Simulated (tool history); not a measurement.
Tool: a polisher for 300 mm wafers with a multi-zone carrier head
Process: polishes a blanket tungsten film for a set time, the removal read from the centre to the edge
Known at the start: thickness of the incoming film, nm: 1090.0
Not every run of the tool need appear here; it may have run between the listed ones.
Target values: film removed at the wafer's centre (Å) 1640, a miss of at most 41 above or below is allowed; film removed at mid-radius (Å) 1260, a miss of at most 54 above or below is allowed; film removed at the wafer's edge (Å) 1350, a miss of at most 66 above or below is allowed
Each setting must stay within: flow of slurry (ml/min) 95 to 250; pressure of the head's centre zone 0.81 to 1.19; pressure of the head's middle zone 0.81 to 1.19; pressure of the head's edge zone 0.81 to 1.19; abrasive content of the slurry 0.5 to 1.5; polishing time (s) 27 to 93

| run | hour | flow of slurry (ml/min) | pressure of the head's centre zone | pressure of the head's middle zone | pressure of the head's edge zone | abrasive content of the slurry | polishing time (s) | film removed at the wafer's centre (Å) | film removed at mid-radius (Å) | film removed at the wafer's edge (Å) |
|---|---|---|---|---|---|---|---|---|---|---|
| 1 | 0 | 160 | 1 | 1 | 1 | 1 | 59 | 2643 | 2586.7 | 2531.8 |
| 2 | 2.3 | 160 | 1 | 1 | 0.94 | 1 | 59 | 2632.6 | 2571.8 | 2464.3 |
| 3 | 3.6 | 160 | 1.03 | 1 | 0.94 | 1 | 59 | 2705.3 | 2614.1 | 2530.7 |
| 4 | 11.7 | 160 | 1.03 | 1 | 0.94 | 1 | 69 | 3224.3 | 2982.4 | 2921.9 |
| 5 | 12.4 | 160 | 1.03 | 0.94 | 0.94 | 1 | 69 | 3163.1 | 2872.4 | 2884.2 |
| 6 | 21 | 160 | 1.03 | 0.94 | 0.98 | 1 | 69 | 3160.6 | 2831 | 2991.2 |
| 7 | 25.6 | 155 | 1.06 | 0.92 | 0.95 | 0.9 | 62 | 2803.7 | 2478.3 | 2555.7 |
| 8 | 33.7 | 155 | 1.08 | 0.9 | 0.94 | 0.85 | 56 | 2565.1 | 2155.1 | 2208.6 |
| 9 | 36.5 | 155 | 1.09 | 0.88 | 0.95 | 0.8 | 52 | 2370.5 | 1932.9 | 2057.3 |
| 10 | 44.1 | 155 | 1.09 | 0.87 | 0.94 | 0.75 | 49 | 2192.3 | 1775.6 | 1919.1 |
| 11 | 45.1 | 145 | 1.13 | 0.84 | 0.84 | 0.5 | 34 | 1376.6 | 1053.3 | 1079.4 |
| 12 | 47.3 | 160 | 1.13 | 0.84 | 0.86 | 0.5 | 34 | 1420.6 | 1081.3 | 1150.9 |
| 13 | 53.3 | 170 | 1.14 | 0.85 | 0.87 | 0.5 | 34 | 1423.3 | 1079.9 | 1147.6 |
| 14 | 55.4 | 170 | 1.15 | 0.86 | 0.89 | 0.55 | 34 | 1478.3 | 1099.6 | 1192.1 |
| 15 | 60.9 | 170 | 1.15 | 0.88 | 0.9 | 0.6 | 34 | 1532.2 | 1212.8 | 1233.5 |
| 16 | 63.8 | 170 | 1.15 | 0.88 | 0.91 | 0.6 | 34 | 1530 | 1188.2 | 1220.7 |
| 17 | 68.4 | 175 | 1.15 | 0.88 | 0.92 | 0.6 | 34 | 1533.4 | 1187.9 | 1263.9 |
| 18 | 70.2 | 175 | 1.16 | 0.88 | 0.93 | 0.6 | 34 | 1547.4 | 1203.3 | 1237.8 |
| 19 | 77 | 180 | 1.16 | 0.88 | 0.94 | 0.6 | 34 | 1564 | 1208.1 | 1234.9 |
| 20 | 85.2 | 180 | 1.15 | 0.87 | 0.95 | 0.6 | 34 | 1559.6 | 1215.9 | 1248.4 |
| 21 | 87.1 | 180 | 1.14 | 0.86 | 0.96 | 0.6 | 34 | 1523.9 | 1185.1 | 1234.7 |
| 22 | 88.5 | 180 | 1.14 | 0.85 | 0.97 | 0.65 | 34 | 1572.3 | 1196.2 | 1318.2 |
| 23 | 91.7 | 180 | 1.14 | 0.85 | 0.98 | 0.65 | 34 | 1543.1 | 1173 | 1314.1 |

Exactly one of the 4 candidate moves below puts every result within its allowed miss. Which one?
| A | 94.9 | 155 | 1.16 | 0.88 | 0.99 | 0.6 | 37 | ? | ? | ? |
| B | 94.9 | 205 | 1.19 | 0.83 | 0.89 | 0.9 | 29 | ? | ? | ? |
| C | 94.9 | 210 | 1.17 | 0.83 | 0.84 | 0.7 | 31 | ? | ? | ? |
| D | 94.9 | 130 | 1.02 | 0.91 | 1.01 | 0.65 | 37 | ? | ? | ? |

| move | film removed at the wafer's centre (Å) | film removed at mid-radius (Å) | film removed at the wafer's edge (Å) |
|---|---|---|---|
| A | 1661.1 | 1252.6 | 1357 |
| B | 1584.7 | 1106.4 | 1188.8 |
| C | 1556.8 | 1105.4 | 1161.1 |
| D | 1428.1 | 1265.9 | 1360.5 |
A: all results land within tolerance of their targets
B: the biggest miss grows against the last run
C: the biggest miss grows against the last run
D: the biggest miss grows against the last run
A is the move that brings every result within its allowed miss.

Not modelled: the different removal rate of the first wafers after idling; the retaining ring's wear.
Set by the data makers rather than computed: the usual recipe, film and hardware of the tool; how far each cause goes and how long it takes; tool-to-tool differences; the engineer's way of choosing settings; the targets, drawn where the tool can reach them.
